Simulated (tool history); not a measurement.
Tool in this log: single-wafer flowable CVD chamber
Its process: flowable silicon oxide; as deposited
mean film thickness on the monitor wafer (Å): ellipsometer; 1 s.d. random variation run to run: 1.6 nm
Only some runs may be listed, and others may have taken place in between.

run	hour	heater temperature setpoint (deg C)	chamber pressure (Torr)	RF power (W)	deposition time (s)	mean film thickness on the monitor wafer (Å)
1	0.0	90	1.05	2390	645	8529.5
2	1.3	90	1.05	2085	645	8226.5
3	4.0	90	1.05	1905	645	7992.4
4	10.9	94	1.05	1905	645	6873.5
5	19.5	94	0.98	1905	645	6454.0
6	21.6	97	0.98	1905	645	5754.6

Forecast run 7:
7	30.5	108	0.98	1905	645	?

{"run 7": {"mean film thickness on the monitor wafer (Å)": 3790.3}}
